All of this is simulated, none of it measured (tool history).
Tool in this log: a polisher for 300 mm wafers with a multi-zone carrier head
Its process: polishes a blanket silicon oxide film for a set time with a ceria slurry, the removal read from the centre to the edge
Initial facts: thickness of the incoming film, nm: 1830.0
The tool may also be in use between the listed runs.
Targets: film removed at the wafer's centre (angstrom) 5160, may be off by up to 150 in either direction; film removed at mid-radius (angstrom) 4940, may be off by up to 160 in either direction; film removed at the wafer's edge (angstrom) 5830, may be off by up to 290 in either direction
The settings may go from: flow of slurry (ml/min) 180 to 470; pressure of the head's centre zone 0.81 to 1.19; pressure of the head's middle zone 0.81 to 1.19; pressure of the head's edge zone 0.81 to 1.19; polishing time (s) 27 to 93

run	hour	flow of slurry (ml/min)	pressure of the head's centre zone	pressure of the head's middle zone	pressure of the head's edge zone	polishing time (s)	film removed at the wafer's centre (angstrom)	film removed at mid-radius (angstrom)	film removed at the wafer's edge (angstrom)
1	0	300	1	1	1	59	4160.4	4185.3	4116.9
2	1	300	1	0.99	1.02	61	4201	4335.7	4361.1
3	4.9	300	1	0.96	1.02	61	4227.4	4213.9	4312.5
4	10.1	300	1.01	0.95	1.04	62	4310.4	4182.7	4544.9
5	14.1	265	1.01	0.95	1.04	62	4349.2	4211.1	4447.2
6	16.8	265	1.01	1.03	1.04	62	4312.8	4468.4	4453.1
7	25	270	1.02	1.03	1.06	63	4430.2	4519.8	4600.3
8	32.3	270	1.02	1.03	1.06	63	4422.1	4506.5	4546.3

Pick the move, out of 5, that brings all results within their allowed miss; only one does.
A	39.6	310	0.89	0.82	1.19	78	?	?	?
B	39.6	270	1.16	0.94	1.12	71	?	?	?
C	39.6	210	1.01	0.92	1.19	76	?	?	?
D	39.6	225	1.1	1.07	1.01	55	?	?	?
E	39.6	270	1.01	0.93	1.15	68	?	?	?

move	film removed at the wafer's centre (angstrom)	film removed at mid-radius (angstrom)	film removed at the wafer's edge (angstrom)
A	4850.9	4708.8	6022.5
B	5657.6	4727.9	5264.4
C	5177.8	4881.6	5731.7
D	4101.2	4018.8	3826.5
E	4733.7	4492.3	5111.5
A: an improvement on the last run, though not all results are within tolerance
B: the result that was furthest off in the last run now lies on the other side of its target
C: every result within its allowed miss
D: moves away from the targets compared with the last run
E: an improvement on the last run, though not all results are within tolerance
C meets every target.
